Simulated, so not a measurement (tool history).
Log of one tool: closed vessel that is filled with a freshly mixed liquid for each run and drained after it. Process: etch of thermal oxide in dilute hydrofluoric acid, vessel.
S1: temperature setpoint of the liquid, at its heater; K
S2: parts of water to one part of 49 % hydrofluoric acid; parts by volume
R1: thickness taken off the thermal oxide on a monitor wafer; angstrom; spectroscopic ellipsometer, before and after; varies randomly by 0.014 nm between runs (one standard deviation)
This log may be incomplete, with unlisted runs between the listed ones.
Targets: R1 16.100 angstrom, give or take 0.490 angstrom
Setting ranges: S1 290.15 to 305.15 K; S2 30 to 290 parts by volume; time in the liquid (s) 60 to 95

{"run": 1, "day": 0.0, "S1": 297.15, "S2": 160, "time in the liquid (s)": 95, "R1": 26.027}
{"run": 2, "day": 0.192, "S1": 294.65, "S2": 160, "time in the liquid (s)": 95, "R1": 23.939}
{"run": 3, "day": 0.396, "S1": 293.15, "S2": 170, "time in the liquid (s)": 95, "R1": 20.908}
{"run": 4, "day": 0.771, "S1": 293.15, "S2": 170, "time in the liquid (s)": 60, "R1": 13.047}
{"run": 5, "day": 1.029, "S1": 294.15, "S2": 170, "time in the liquid (s)": 60, "R1": 13.619}
{"run": 6, "day": 1.271, "S1": 294.15, "S2": 170, "time in the liquid (s)": 60, "R1": 13.66}
{"run": 7, "day": 1.321, "S1": 294.15, "S2": 170, "time in the liquid (s)": 60, "R1": 13.89}
{"run": 8, "day": 1.408, "S1": 294.15, "S2": 170, "time in the liquid (s)": 60, "R1": 13.55}
{"run": 9, "day": 1.512, "S1": 295.15, "S2": 170, "time in the liquid (s)": 60, "R1": 14.241}
{"run": 10, "day": 1.688, "S1": 296.15, "S2": 170, "time in the liquid (s)": 60, "R1": 14.901}
{"run": 11, "day": 1.896, "S1": 296.65, "S2": 170, "time in the liquid (s)": 60, "R1": 14.943}

Below are 5 possible settings for the next run. Only one of them brings all results inside the allowed miss of their targets. Which is it?
{"run": "A", "day": 2.104, "S1": 294.65, "S2": 175, "time in the liquid (s)": 60, "R1": "?"}
{"run": "B", "day": 2.104, "S1": 297.15, "S2": 175, "time in the liquid (s)": 65, "R1": "?"}
{"run": "C", "day": 2.104, "S1": 296.15, "S2": 220, "time in the liquid (s)": 75, "R1": "?"}
{"run": "D", "day": 2.104, "S1": 291.15, "S2": 165, "time in the liquid (s)": 65, "R1": "?"}
{"run": "E", "day": 2.104, "S1": 292.65, "S2": 165, "time in the liquid (s)": 65, "R1": "?"}

move=A R1=13.709
move=B R1=16.307
move=C R1=13.727
move=D R1=13.901
move=E R1=14.744
A: its largest miss is bigger than the last run's
B: meets every target
C: its largest miss is bigger than the last run's
D: its largest miss is bigger than the last run's
E: its largest miss is bigger than the last run's
The move that meets every target is B.
